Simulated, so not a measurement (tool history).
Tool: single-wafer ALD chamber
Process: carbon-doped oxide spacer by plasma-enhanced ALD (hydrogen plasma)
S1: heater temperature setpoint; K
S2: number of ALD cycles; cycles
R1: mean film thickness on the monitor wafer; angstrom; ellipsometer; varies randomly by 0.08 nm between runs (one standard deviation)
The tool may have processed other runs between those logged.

run,hour,S1,S2,R1
1,0.0,668.15,598,296.62
2,4.1,668.15,652,322.54
3,7.1,668.15,682,340.36
4,10.2,662.15,682,338.24
5,11.9,662.15,612,304.48
6,14.6,662.15,693,343.26
7,19.4,662.15,616,304.02
8,26.9,662.15,565,281.23
9,27.6,662.15,528,262.97
10,33.7,662.15,505,250.36
11,34.8,662.15,492,244.77

Run 12 has not been measured yet. What should we expect?
12,38.6,662.15,483,?

For run 12 the tool returned R1 239.83 angstrom.

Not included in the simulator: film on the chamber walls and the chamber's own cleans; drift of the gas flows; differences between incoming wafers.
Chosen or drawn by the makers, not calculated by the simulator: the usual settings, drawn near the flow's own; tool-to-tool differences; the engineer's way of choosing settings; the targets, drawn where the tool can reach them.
